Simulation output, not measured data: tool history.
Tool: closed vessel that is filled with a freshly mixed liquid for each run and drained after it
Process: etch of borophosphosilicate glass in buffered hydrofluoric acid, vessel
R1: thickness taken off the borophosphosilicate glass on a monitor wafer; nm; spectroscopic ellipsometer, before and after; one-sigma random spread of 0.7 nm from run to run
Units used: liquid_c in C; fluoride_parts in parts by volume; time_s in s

Run 1, hour 0: liquid_c 22 C, fluoride_parts 13 parts by volume, time_s 85 s. Result: R1 142.17 nm.
Run 2, hour 1.1: liquid_c 22 C, fluoride_parts 14.5 parts by volume, time_s 85 s. Result: R1 130.12 nm.
Run 3, hour 3.3: liquid_c 22 C, fluoride_parts 14.5 parts by volume, time_s 95 s. Result: R1 143.99 nm.
Run 4, hour 9.2: liquid_c 22 C, fluoride_parts 12 parts by volume, time_s 95 s. Result: R1 171.32 nm.
Run 5, hour 16.6: liquid_c 20.5 C, fluoride_parts 14 parts by volume, time_s 95 s. Result: R1 136.75 nm.
Run 6, hour 20.3: liquid_c 23 C, fluoride_parts 14 parts by volume, time_s 95 s. Result: R1 157.76 nm.
Run 7, hour 28.5: liquid_c 21.5 C, fluoride_parts 15 parts by volume, time_s 95 s. Result: R1 136.65 nm.
Run 8, hour 37: liquid_c 20.5 C, fluoride_parts 16 parts by volume, time_s 95 s. Result: R1 120.39 nm.
At hour 44.7: hydrofluoric acid flow meter replaced.
Run 9, hour 44.7: liquid_c 19.5 C, fluoride_parts 16.5 parts by volume, time_s 95 s. Result: R1 117.93 nm.
Run 10, hour 45.7: liquid_c 19.5 C, fluoride_parts 16.5 parts by volume, time_s 95 s. Result: R1 116.43 nm.
Run 11, hour 46.5: liquid_c 19 C, fluoride_parts 17.5 parts by volume, time_s 95 s. Result: R1 107.66 nm.
Run 12, hour 53: liquid_c 18.5 C, fluoride_parts 18 parts by volume, time_s 95 s. Result: R1 99.754 nm.
Run 13, hour 59.5: liquid_c 18 C, fluoride_parts 18.5 parts by volume, time_s 95 s. Result: R1 96.476 nm.

Run 14 comes next. What will it give?
Run 14, hour 64.9: liquid_c 17.5 C, fluoride_parts 19 parts by volume, time_s 95 s. Result: R1 ?.

Run 14 measured R1 90.93 nm.

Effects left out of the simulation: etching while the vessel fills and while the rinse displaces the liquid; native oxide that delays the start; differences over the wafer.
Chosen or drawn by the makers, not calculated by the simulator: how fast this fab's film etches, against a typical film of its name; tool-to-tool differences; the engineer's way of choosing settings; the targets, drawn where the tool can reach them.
